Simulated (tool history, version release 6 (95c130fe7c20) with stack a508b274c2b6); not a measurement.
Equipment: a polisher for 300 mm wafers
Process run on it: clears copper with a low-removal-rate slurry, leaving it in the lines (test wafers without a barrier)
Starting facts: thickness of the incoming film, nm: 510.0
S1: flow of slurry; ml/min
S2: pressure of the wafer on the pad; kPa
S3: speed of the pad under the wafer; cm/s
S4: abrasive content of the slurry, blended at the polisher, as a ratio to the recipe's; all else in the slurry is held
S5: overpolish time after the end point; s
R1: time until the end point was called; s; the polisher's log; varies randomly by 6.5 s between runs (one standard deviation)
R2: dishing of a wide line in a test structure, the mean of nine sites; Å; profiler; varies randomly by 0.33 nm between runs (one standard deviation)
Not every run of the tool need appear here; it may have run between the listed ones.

| run | hour | S1 | S2 | S3 | S4 | S5 | R1 | R2 |
|---|---|---|---|---|---|---|---|---|
| 1 | 0 | 185 | 22.1 | 124 | 1 | 8 | 125.1 | 214.24 |
| 2 | 7.5 | 185 | 19.3 | 114 | 1 | 9 | 162.23 | 197.96 |
| 3 | 14.7 | 185 | 19.3 | 82 | 1 | 9 | 217.44 | 150.7 |
| 4 | 21.4 | 185 | 22.1 | 82 | 1 | 9 | 182.83 | 165.25 |
| 5 | 22 | 205 | 22.1 | 82 | 1 | 9 | 180.84 | 165.81 |
| 6 | 26.7 | 205 | 20 | 82 | 1 | 10 | 200.36 | 164.73 |
| 7 | 34.1 | 195 | 17.9 | 82 | 1 | 11 | 227.04 | 165.71 |
| 8 | 36.6 | 190 | 16.5 | 82 | 1 | 12 | 259.87 | 162.56 |

Run 9, settings as shown, results not yet in. Your forecast:
| 9 | 41.2 | 185 | 15.9 | 82 | 1 | 12 | ? | ? |

For run 9 the tool returned R1 264.92 s, R2 152.53 Å.

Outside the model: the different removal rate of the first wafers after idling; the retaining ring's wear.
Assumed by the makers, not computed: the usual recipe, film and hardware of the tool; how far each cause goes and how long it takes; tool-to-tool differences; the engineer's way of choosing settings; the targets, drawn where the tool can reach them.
